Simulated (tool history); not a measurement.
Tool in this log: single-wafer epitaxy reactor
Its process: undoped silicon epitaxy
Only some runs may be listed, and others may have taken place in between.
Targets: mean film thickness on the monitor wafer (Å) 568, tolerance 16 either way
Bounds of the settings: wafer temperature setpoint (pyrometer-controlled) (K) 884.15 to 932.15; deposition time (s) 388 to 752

run  hour  wafer temperature setpoint (pyrometer-controlled) (K)  deposition time (s)  mean film thickness on the monitor wafer (Å)
  1     0                                                 908.15                  570                                        671.04
  2   6.3                                                 907.15                  570                                        652.72
  3  11.9                                                 913.15                  570                                        746.79
  4  16.3                                                 913.15                  651                                        862.17
  5  22.9                                                 921.15                  651                                        1019.4
  6  26.8                                                 921.15                  712                                        1124.6
  7    28                                                 917.15                  710                                          1029
  8  35.6                                                 914.15                  709                                        949.55
  9  42.6                                                 911.15                  708                                        893.19
 10    47                                                 909.15                  707                                        860.39
 11  49.2                                                 907.15                  706                                        807.94
 12  52.8                                                 905.15                  705                                        778.21
 13  56.8                                                 903.15                  704                                        748.73
 14  64.3                                                 902.15                  703                                        723.66
 15  73.2                                                 901.15                  702                                        706.05

Which of these 5 next moves meets every target?
  A  82.1                                                 894.15                  560                                             ?
  B  82.1                                                 925.15                  576                                             ?
  C  82.1                                                 887.15                  663                                             ?
  D  82.1                                                 894.15                  740                                             ?
  E  82.1                                                 891.15                  700                                             ?

move  mean film thickness on the monitor wafer (Å)
   A                                        477.06
   B                                        975.89
   C                                        480.42
   D                                         630.4
   E                                        556.54
A: pushes the last run's worst result past its target
B: lands further from the targets than the last run did
C: pushes the last run's worst result past its target
D: closes in on the targets versus the last run, not all within tolerance yet
E: all results in spec
Answer: E
